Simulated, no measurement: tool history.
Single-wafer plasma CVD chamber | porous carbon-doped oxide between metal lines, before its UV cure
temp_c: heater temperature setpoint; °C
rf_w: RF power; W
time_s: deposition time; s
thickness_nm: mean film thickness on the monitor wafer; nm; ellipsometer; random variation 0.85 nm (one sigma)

| run | day | temp_c | rf_w | time_s | thickness_nm |
|---|---|---|---|---|---|
| 1 | 0 | 290 | 590 | 35.8 | 243.95 |
| 2 | 0.067 | 290 | 525 | 35.8 | 222.99 |
| 3 | 0.112 | 290 | 525 | 36.9 | 230.82 |
| 4 | 0.142 | 285 | 550 | 36.9 | 245.04 |
| 5 | 0.375 | 285 | 550 | 36.9 | 245.37 |
| 6 | 0.712 | 285 | 510 | 36.9 | 232.47 |
| 7 | 0.8 | 281 | 540 | 36.9 | 248.68 |
| 8 | 1.012 | 278 | 555 | 36.9 | 257.35 |

Forecast run 9:
| 9 | 1.338 | 267 | 610 | 36.9 | ? |

{"run 9": {"thickness_nm": 295.21}}
